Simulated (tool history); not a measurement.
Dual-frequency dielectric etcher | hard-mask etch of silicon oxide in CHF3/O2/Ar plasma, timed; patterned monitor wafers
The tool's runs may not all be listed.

run	day	source power (kW)	bias power (kW)	etch time (s)	mean etch depth across the wafer (nm)
1	0	0.62	0.178	13.5	25.173
2	0.342	0.62	0.194	13.5	25.941
3	0.679	0.54	0.177	13.5	23.16
4	1	0.49	0.176	13.5	21.606
5	1.096	0.39	0.176	13.5	18.216
6	1.238	0.39	0.187	13.5	18.416
7	1.417	0.41	0.187	13.5	19.233

Run 8 comes next. What will it give?
8	1.479	0.42	0.187	13.5	?

mean etch depth across the wafer (nm): 19.761
